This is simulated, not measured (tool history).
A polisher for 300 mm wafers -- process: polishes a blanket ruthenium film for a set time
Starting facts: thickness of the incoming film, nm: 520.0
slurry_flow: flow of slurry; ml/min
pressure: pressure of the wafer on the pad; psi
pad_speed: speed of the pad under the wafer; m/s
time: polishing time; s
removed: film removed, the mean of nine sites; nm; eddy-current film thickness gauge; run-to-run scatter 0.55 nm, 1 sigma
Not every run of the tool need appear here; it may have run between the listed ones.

run	day	slurry_flow	pressure	pad_speed	time	removed
1	0	300	1.7	0.9	47	36.138
2	0.05	300	1.8	0.9	47	38.532
3	0.162	300	1.6	0.9	47	34.485
4	0.317	300	1.6	0.7	47	29.977
5	0.658	300	1.8	0.7	47	32.683
6	1.017	300	1.9	0.7	47	34.076
7	1.067	300	2.4	0.72	47	44.054
8	1.383	300	2.6	0.74	47	48.061

Predict the results of run 9:
# day 1.658: slurry nozzle cleaned
9	1.658	300	2.7	0.76	47	?

removed: 54.327 nm
